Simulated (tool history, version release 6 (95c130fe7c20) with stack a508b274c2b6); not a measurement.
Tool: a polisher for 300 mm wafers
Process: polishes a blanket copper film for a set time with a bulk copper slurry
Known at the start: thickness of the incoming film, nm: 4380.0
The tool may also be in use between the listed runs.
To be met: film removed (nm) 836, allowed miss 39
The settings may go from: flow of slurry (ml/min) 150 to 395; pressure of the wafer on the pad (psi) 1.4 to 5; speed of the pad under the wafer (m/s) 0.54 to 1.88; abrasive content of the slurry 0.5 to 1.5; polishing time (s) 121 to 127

run  hour  flow of slurry (ml/min)  pressure of the wafer on the pad (psi)  speed of the pad under the wafer (m/s)  abrasive content of the slurry  polishing time (s)  film removed (nm)
  1     0                      250                                     3.2                                     1.2                               1                 121               1510
  2   2.8                      250                                     2.9                                     1.2                               1                 121             1339.9
  3   5.8                      250                                     2.9                                     1.2                               1                 127             1375.6
  4  11.1                      215                                     2.9                                     1.2                               1                 127             1386.8
  5  12.9                      215                                     3.4                                     1.2                               1                 127             1590.7
  6  16.4                      215                                     3.1                                    1.18                               1                 127             1469.3
  7  23.3                      215                                     2.8                                    1.16                               1                 127             1268.2
  8  27.9                      215                                     2.6                                    1.16                               1                 127               1217
  9  28.9                      215                                     2.4                                    1.16                               1                 127             1082.3
 10  35.1                      215                                     2.3                                    1.16                               1                 127             1090.3
 11  37.4                      215                                     2.2                                    1.16                               1                 127               1009
 12    42                      215                                     1.6                                    1.14                               1                 127             739.31

5 next moves are on the table. One of them brings every result within its allowed miss. Which?
  A  46.6                      190                                     1.5                                    1.16                             1.3                 127                  ?
  B  46.6                      195                                     1.4                                    1.06                               1                 127                  ?
  C  46.6                      285                                     1.7                                       1                             1.1                 121                  ?
  D  46.6                      195                                     1.5                                    1.08                            0.85                 121                  ?
  E  46.6                      215                                     1.7                                    1.24                            1.05                 124                  ?

move  film removed (nm)
   A             730.48
   B             599.32
   C             695.82
   D             599.58
   E             831.53
A: further off than the last run
B: further off than the last run
C: further off than the last run
D: further off than the last run
E: meets every target
Move E is the one to make.

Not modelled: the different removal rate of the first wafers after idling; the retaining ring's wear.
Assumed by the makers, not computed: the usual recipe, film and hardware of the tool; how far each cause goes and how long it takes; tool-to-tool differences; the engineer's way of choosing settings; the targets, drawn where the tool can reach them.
